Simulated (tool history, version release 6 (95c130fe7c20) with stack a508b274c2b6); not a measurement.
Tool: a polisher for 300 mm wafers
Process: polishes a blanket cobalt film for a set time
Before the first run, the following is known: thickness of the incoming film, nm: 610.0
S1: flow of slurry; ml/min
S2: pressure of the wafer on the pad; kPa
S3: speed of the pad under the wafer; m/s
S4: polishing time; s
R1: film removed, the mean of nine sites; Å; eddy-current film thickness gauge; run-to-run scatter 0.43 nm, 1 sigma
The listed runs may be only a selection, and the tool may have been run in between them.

run,hour,S1,S2,S3,S4,R1
1,0,225,11.7,0.88,37,1515.8
2,4.6,200,11.7,0.88,37,1509.3
3,8.6,200,10.3,0.84,37,1279.7
4,9.8,200,10.3,0.94,37,1416.4
5,13,200,10.3,1.16,37,1758.2
6,16.3,200,10.3,1.16,37,1729.9

The next listed run, before its measurement:
7,24.8,200,9.7,1.06,37,?

For run 7 the tool returned R1 1472 Å.
